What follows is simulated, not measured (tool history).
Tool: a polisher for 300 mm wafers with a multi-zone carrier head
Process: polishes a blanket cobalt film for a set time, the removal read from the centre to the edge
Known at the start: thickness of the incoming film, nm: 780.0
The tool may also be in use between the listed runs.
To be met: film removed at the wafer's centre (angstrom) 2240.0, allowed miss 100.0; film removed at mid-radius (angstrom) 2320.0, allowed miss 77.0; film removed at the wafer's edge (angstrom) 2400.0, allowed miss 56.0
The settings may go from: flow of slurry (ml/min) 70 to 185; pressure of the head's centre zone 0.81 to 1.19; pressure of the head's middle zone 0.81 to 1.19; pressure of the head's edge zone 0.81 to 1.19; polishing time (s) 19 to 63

| run | hour | flow of slurry (ml/min) | pressure of the head's centre zone | pressure of the head's middle zone | pressure of the head's edge zone | polishing time (s) | film removed at the wafer's centre (angstrom) | film removed at mid-radius (angstrom) | film removed at the wafer's edge (angstrom) |
|---|---|---|---|---|---|---|---|---|---|
| 1 | 0.0 | 120 | 1.00 | 1.00 | 1.00 | 41 | 2648.5 | 2572.2 | 2624.5 |
| 2 | 8.0 | 145 | 1.00 | 1.00 | 1.00 | 41 | 2722.4 | 2665.8 | 2707.3 |
| 3 | 9.9 | 130 | 0.97 | 0.98 | 0.98 | 41 | 2611.6 | 2586.4 | 2636.2 |
| 4 | 15.2 | 130 | 0.93 | 0.98 | 0.98 | 41 | 2466.0 | 2579.9 | 2645.8 |
| 5 | 23.1 | 110 | 0.93 | 0.98 | 0.98 | 41 | 2395.1 | 2514.7 | 2585.1 |
| 6 | 28.7 | 110 | 0.93 | 0.98 | 1.03 | 41 | 2351.2 | 2510.0 | 2648.9 |
| 7 | 33.8 | 100 | 0.93 | 0.97 | 1.00 | 41 | 2366.2 | 2445.3 | 2581.3 |
| 8 | 42.0 | 95 | 0.92 | 0.97 | 0.98 | 41 | 2301.6 | 2432.1 | 2552.3 |
| 9 | 49.8 | 90 | 0.92 | 0.97 | 0.96 | 41 | 2248.2 | 2451.2 | 2496.1 |
| 10 | 57.1 | 85 | 0.93 | 0.96 | 0.95 | 41 | 2260.3 | 2336.4 | 2468.6 |
| 11 | 60.3 | 85 | 0.93 | 0.96 | 0.94 | 41 | 2282.1 | 2364.4 | 2487.6 |

4 next moves are on the table. One of them brings every result within its allowed miss. Which?
| A | 63.5 | 85 | 0.88 | 1.03 | 1.00 | 42 | ? | ? | ? |
| B | 63.5 | 90 | 0.98 | 0.90 | 0.91 | 39 | ? | ? | ? |
| C | 63.5 | 90 | 0.92 | 0.94 | 0.91 | 40 | ? | ? | ? |
| D | 63.5 | 130 | 0.87 | 0.89 | 1.01 | 41 | ? | ? | ? |

| move | film removed at the wafer's centre (angstrom) | film removed at mid-radius (angstrom) | film removed at the wafer's edge (angstrom) |
|---|---|---|---|
| A | 2192.8 | 2478.9 | 2593.6 |
| B | 2295.8 | 2137.1 | 2322.9 |
| C | 2209.9 | 2252.0 | 2381.5 |
| D | 2302.4 | 2379.4 | 2680.7 |
A: further off than the last run
B: takes the result that was furthest off past its target
C: meets every target
D: further off than the last run
Move C is the one to make.

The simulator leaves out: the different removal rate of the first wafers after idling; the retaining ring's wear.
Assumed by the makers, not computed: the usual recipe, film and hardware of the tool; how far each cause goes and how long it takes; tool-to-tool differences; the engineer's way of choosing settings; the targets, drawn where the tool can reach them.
